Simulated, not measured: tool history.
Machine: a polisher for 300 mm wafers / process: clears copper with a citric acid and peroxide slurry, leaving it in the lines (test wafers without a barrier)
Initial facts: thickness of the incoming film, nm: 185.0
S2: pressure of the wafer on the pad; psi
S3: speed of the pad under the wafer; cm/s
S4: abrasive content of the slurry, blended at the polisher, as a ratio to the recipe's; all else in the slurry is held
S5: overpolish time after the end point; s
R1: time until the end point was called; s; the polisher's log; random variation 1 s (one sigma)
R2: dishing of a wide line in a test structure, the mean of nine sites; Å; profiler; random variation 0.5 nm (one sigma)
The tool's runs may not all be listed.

{"run": 1, "hour": 0.0, "flow of slurry (ml/min)": 305, "S2": 2.8, "S3": 114, "S4": 1.0, "S5": 25, "R1": 97.612, "R2": 311.78}
{"run": 2, "hour": 6.8, "flow of slurry (ml/min)": 305, "S2": 2.8, "S3": 114, "S4": 1.0, "S5": 32, "R1": 97.661, "R2": 372.79}
{"run": 3, "hour": 14.4, "flow of slurry (ml/min)": 305, "S2": 2.8, "S3": 140, "S4": 1.0, "S5": 32, "R1": 80.314, "R2": 430.35}
{"run": 4, "hour": 17.0, "flow of slurry (ml/min)": 305, "S2": 2.8, "S3": 140, "S4": 1.0, "S5": 38, "R1": 80.851, "R2": 478.06}
{"run": 5, "hour": 24.6, "flow of slurry (ml/min)": 305, "S2": 2.8, "S3": 140, "S4": 0.85, "S5": 38, "R1": 82.757, "R2": 466.57}
{"run": 6, "hour": 30.5, "flow of slurry (ml/min)": 305, "S2": 2.8, "S3": 140, "S4": 0.85, "S5": 48, "R1": 82.245, "R2": 533.59}

The next listed run, before its measurement:
{"run": 7, "hour": 34.2, "flow of slurry (ml/min)": 305, "S2": 2.7, "S3": 140, "S4": 0.85, "S5": 48, "R1": "?", "R2": "?"}

Run 7 produced R1 86.190 s, R2 524.24 Å.
